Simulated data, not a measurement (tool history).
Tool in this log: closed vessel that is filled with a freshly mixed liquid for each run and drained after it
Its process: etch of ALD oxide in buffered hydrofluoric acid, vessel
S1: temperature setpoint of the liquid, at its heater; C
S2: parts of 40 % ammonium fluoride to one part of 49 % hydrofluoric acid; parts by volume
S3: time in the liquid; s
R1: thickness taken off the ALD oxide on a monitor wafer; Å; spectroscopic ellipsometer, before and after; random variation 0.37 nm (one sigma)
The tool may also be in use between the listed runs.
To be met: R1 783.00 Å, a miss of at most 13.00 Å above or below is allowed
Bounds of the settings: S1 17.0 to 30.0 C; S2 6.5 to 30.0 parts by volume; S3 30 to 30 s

run    day    S1    S2  S3      R1
  1  0.000  22.0  18.5  30  465.98
  2  0.217  23.0  18.5  30  489.09
  3  0.262  23.0  14.5  30  625.10
  4  0.542  23.5  14.5  30  641.91
  5  0.683  23.5  10.0  30  930.55
  6  0.838  23.0  10.0  30  904.81
  7  1.104  23.0  10.0  30  892.76
  8  1.358  22.5  10.0  30  883.52
  9  1.588  22.0  10.0  30  851.51

Of the 4 settings listed for the next run, only one would bring every result within its allowed miss of target. Which one?
  A  1.817  19.0   8.5  30   ?
  B  1.817  23.5  11.5  30   ?
  C  1.817  22.0  10.5  30   ?
  D  1.817  23.0  11.5  30   ?

move      R1
   A  824.36
   B  812.25
   C  817.33
   D  790.29
A: an improvement on the last run, though not all results are within tolerance
B: an improvement on the last run, though not all results are within tolerance
C: an improvement on the last run, though not all results are within tolerance
D: all results land within tolerance of their targets
So the answer is move D, the one that meets all the targets.
